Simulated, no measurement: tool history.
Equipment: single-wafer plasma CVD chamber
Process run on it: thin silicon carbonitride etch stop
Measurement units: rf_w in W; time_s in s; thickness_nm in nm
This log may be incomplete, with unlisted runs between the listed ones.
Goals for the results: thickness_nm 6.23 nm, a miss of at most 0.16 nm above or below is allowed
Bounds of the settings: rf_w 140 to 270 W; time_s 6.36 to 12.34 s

run,day,rf_w,time_s,thickness_nm
1,0,205,9.35,5.3285
2,0.262,205,8.07,4.5925
3,0.4,205,6.74,3.8454
4,0.542,205,6.36,3.6158
5,0.862,205,7.43,4.2395
6,1.208,220,7.43,4.3149
7,1.408,230,8.2,4.8231
8,1.521,260,9.7,5.9498
9,1.854,260,9.81,5.9982
10,2.067,260,9.9,6.0426

4 candidate next runs follow, results not yet known. Just one meets every target within its allowed miss. Identify it.
A,2.279,270,9.99,?
B,2.279,265,9.27,?
C,2.279,260,9.56,?
D,2.279,250,10.96,?

move,thickness_nm
A,6.1515
B,5.6764
C,5.8208
D,6.5955
A: all results land within tolerance of their targets
B: further off than the last run
C: further off than the last run
D: carries the result that was furthest off beyond its target, to the other side
The right move is A.
